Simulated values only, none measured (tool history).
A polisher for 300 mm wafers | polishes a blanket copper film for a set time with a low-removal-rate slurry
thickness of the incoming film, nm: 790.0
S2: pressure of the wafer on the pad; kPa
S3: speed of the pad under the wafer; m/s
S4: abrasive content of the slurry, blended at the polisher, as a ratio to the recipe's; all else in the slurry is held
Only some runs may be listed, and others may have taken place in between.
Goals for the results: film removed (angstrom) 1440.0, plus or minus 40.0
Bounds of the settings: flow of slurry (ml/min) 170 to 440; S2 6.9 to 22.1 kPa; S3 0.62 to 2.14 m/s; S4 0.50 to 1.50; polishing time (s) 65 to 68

run 1 day=0.000 | flow_of_slurry_(ml/min)=280 S2=14.5 S3=1.38 S4=1.00 polishing_time_(s)=65 | film_removed_(angstrom)=1930.5
run 2 day=0.358 | flow_of_slurry_(ml/min)=280 S2=14.5 S3=1.38 S4=1.20 polishing_time_(s)=65 | film_removed_(angstrom)=2044.1
run 3 day=0.462 | flow_of_slurry_(ml/min)=220 S2=14.5 S3=1.38 S4=1.20 polishing_time_(s)=65 | film_removed_(angstrom)=1957.6
run 4 day=0.817 | flow_of_slurry_(ml/min)=220 S2=14.5 S3=1.38 S4=1.20 polishing_time_(s)=68 | film_removed_(angstrom)=2040.2
run 5 day=0.921 | flow_of_slurry_(ml/min)=220 S2=14.5 S3=1.24 S4=1.20 polishing_time_(s)=68 | film_removed_(angstrom)=1821.3
run 6 day=1.079 | flow_of_slurry_(ml/min)=215 S2=13.8 S3=1.24 S4=1.20 polishing_time_(s)=68 | film_removed_(angstrom)=1758.9
run 7 day=1.233 | flow_of_slurry_(ml/min)=210 S2=13.1 S3=1.24 S4=1.20 polishing_time_(s)=68 | film_removed_(angstrom)=1691.8
-- day=1.521 worn pad replaced by a new one
run 8 day=1.521 | flow_of_slurry_(ml/min)=205 S2=12.4 S3=1.24 S4=1.20 polishing_time_(s)=68 | film_removed_(angstrom)=1779.5

Of the 5 settings listed for the next run, only one would bring every result within its allowed miss of target. Which one?
run A day=1.808 | flow_of_slurry_(ml/min)=240 S2=11.0 S3=1.90 S4=1.10 polishing_time_(s)=68 | film_removed_(angstrom)=?
run B day=1.808 | flow_of_slurry_(ml/min)=180 S2=13.1 S3=1.34 S4=1.20 polishing_time_(s)=68 | film_removed_(angstrom)=?
run C day=1.808 | flow_of_slurry_(ml/min)=185 S2=13.1 S3=1.04 S4=1.35 polishing_time_(s)=66 | film_removed_(angstrom)=?
run D day=1.808 | flow_of_slurry_(ml/min)=235 S2=10.3 S3=1.28 S4=1.00 polishing_time_(s)=65 | film_removed_(angstrom)=?
run E day=1.808 | flow_of_slurry_(ml/min)=255 S2=13.8 S3=1.50 S4=0.95 polishing_time_(s)=68 | film_removed_(angstrom)=?

move=A film_removed_(angstrom)=2418.5
move=B film_removed_(angstrom)=1956.5
move=C film_removed_(angstrom)=1540.0
move=D film_removed_(angstrom)=1449.3
move=E film_removed_(angstrom)=2263.0
A: its largest miss is bigger than the last run's
B: its largest miss is bigger than the last run's
C: nearer the targets than the last run, but a result is still out of spec
D: every result lands within tolerance
E: its largest miss is bigger than the last run's
D meets every target.

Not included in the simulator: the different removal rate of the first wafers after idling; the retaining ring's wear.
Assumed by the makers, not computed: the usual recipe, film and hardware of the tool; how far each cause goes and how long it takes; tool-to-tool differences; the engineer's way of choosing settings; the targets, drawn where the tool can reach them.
